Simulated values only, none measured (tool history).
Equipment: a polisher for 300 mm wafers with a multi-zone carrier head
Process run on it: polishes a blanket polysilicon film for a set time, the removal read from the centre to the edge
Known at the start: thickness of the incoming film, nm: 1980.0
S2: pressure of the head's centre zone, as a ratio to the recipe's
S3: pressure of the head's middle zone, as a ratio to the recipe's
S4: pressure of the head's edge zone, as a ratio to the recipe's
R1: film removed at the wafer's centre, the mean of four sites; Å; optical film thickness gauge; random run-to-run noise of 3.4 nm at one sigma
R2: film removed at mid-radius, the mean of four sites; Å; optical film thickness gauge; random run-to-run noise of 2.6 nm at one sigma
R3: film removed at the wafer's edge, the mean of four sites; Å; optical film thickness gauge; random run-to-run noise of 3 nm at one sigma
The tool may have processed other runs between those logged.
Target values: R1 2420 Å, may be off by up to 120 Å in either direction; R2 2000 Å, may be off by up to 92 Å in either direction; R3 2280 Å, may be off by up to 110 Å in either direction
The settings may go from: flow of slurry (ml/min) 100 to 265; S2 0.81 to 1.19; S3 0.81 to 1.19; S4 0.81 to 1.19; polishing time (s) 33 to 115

Run 1, hour 0: flow of slurry (ml/min) 170, S2 1, S3 1, S4 1, polishing time (s) 73. Result: R1 3348.5 Å, R2 3368 Å, R3 3464.3 Å.
Run 2, hour 7: flow of slurry (ml/min) 170, S2 1, S3 1, S4 1.04, polishing time (s) 73. Result: R1 3436.6 Å, R2 3479 Å, R3 3579.6 Å.
Run 3, hour 14.6: flow of slurry (ml/min) 200, S2 1, S3 1, S4 1.04, polishing time (s) 73. Result: R1 3439 Å, R2 3464.5 Å, R3 3617.3 Å.
Run 4, hour 18.8: flow of slurry (ml/min) 200, S2 1.01, S3 0.97, S4 1.01, polishing time (s) 67. Result: R1 3221 Å, R2 3169.5 Å, R3 3238.6 Å.
Run 5, hour 20.5: flow of slurry (ml/min) 190, S2 1.02, S3 0.93, S4 1.03, polishing time (s) 61. Result: R1 2908.1 Å, R2 2710.6 Å, R3 2955 Å.
Run 6, hour 23.1: flow of slurry (ml/min) 175, S2 1.02, S3 0.93, S4 1.03, polishing time (s) 61. Result: R1 2904.6 Å, R2 2706.3 Å, R3 2949.5 Å.
At hour 25.5: edge zone pressure recalibrated.
Run 7, hour 25.5: flow of slurry (ml/min) 170, S2 1.03, S3 0.9, S4 1.01, polishing time (s) 58. Result: R1 2781.8 Å, R2 2479.5 Å, R3 2750.4 Å.
Run 8, hour 30.8: flow of slurry (ml/min) 165, S2 1.03, S3 0.88, S4 0.99, polishing time (s) 56. Result: R1 2601.9 Å, R2 2378.5 Å, R3 2606.2 Å.
Run 9, hour 32.1: flow of slurry (ml/min) 160, S2 1.04, S3 0.86, S4 0.99, polishing time (s) 54. Result: R1 2549.8 Å, R2 2214.3 Å, R3 2469.7 Å.
Run 10, hour 35.3: flow of slurry (ml/min) 155, S2 1.04, S3 0.85, S4 0.98, polishing time (s) 54. Result: R1 2518.9 Å, R2 2156.3 Å, R3 2434.3 Å.

Which one of the following 5 next-run settings gets every result inside its allowed miss? There is exactly one.
Run A, hour 38.5: flow of slurry (ml/min) 145, S2 0.96, S3 0.93, S4 0.91, polishing time (s) 58. Result: R1 ?, R2 ?, R3 ?.
Run B, hour 38.5: flow of slurry (ml/min) 155, S2 1, S3 0.86, S4 0.97, polishing time (s) 56. Result: R1 ?, R2 ?, R3 ?.
Run C, hour 38.5: flow of slurry (ml/min) 145, S2 0.85, S3 0.84, S4 1.1, polishing time (s) 62. Result: R1 ?, R2 ?, R3 ?.
Run D, hour 38.5: flow of slurry (ml/min) 190, S2 1.06, S3 1, S4 0.83, polishing time (s) 50. Result: R1 ?, R2 ?, R3 ?.
Run E, hour 38.5: flow of slurry (ml/min) 145, S2 1.06, S3 0.84, S4 0.98, polishing time (s) 51. Result: R1 ?, R2 ?, R3 ?.

move      R1      R2      R3
   A  2541.4  2444.4  2573.3
   B  2578.8  2229.2  2560.2
   C  2401.4  2402.9  2958.9
   D  2509.5  2310.5  2196.4
   E  2467.8  1974.7  2327.6
A: moves away from the targets compared with the last run
B: moves away from the targets compared with the last run
C: moves away from the targets compared with the last run
D: moves away from the targets compared with the last run
E: meets every target
E meets every target.
